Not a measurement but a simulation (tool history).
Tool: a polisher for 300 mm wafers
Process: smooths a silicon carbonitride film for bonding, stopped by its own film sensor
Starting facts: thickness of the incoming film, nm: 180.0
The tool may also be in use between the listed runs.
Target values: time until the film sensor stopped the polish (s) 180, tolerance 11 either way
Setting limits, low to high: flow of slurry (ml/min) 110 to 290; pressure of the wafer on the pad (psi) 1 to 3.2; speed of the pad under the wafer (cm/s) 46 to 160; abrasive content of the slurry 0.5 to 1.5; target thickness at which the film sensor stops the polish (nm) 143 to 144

| run | day | flow of slurry (ml/min) | pressure of the wafer on the pad (psi) | speed of the pad under the wafer (cm/s) | abrasive content of the slurry | target thickness at which the film sensor stops the polish (nm) | time until the film sensor stopped the polish (s) |
|---|---|---|---|---|---|---|---|
| 1 | 0 | 185 | 2.1 | 102 | 1 | 144 | 126.42 |
| 2 | 0.033 | 185 | 2.1 | 122 | 1 | 144 | 111.2 |
| 3 | 0.388 | 230 | 2.1 | 122 | 1 | 144 | 106.31 |
| 4 | 0.612 | 230 | 1.9 | 120 | 1 | 144 | 121.03 |
| 5 | 0.946 | 230 | 1.7 | 118 | 1 | 144 | 132.25 |
| 6 | 1.271 | 230 | 1.6 | 116 | 1 | 144 | 145.66 |
| 7 | 1.4 | 230 | 1.5 | 116 | 1 | 144 | 154.79 |
| 8 | 1.717 | 230 | 1.4 | 116 | 1 | 144 | 164.32 |

Exercise: of the 5 proposed moves below, exactly one satisfies all targets within the stated allowed misses. Which move is it?
| A | 2.033 | 210 | 1.2 | 118 | 1.15 | 143 | ? |
| B | 2.033 | 285 | 1 | 128 | 1 | 143 | ? |
| C | 2.033 | 230 | 1 | 136 | 0.95 | 143 | ? |
| D | 2.033 | 260 | 1.6 | 108 | 1.05 | 143 | ? |
| E | 2.033 | 255 | 1.5 | 126 | 1.1 | 144 | ? |

| move | time until the film sensor stopped the polish (s) |
|---|---|
| A | 181.44 |
| B | 213.42 |
| C | 217.26 |
| D | 146.58 |
| E | 137.55 |
A: each result inside its tolerance
B: carries the result that was furthest off beyond its target, to the other side
C: carries the result that was furthest off beyond its target, to the other side
D: the biggest miss grows against the last run
E: the biggest miss grows against the last run
Move A is the one to make.
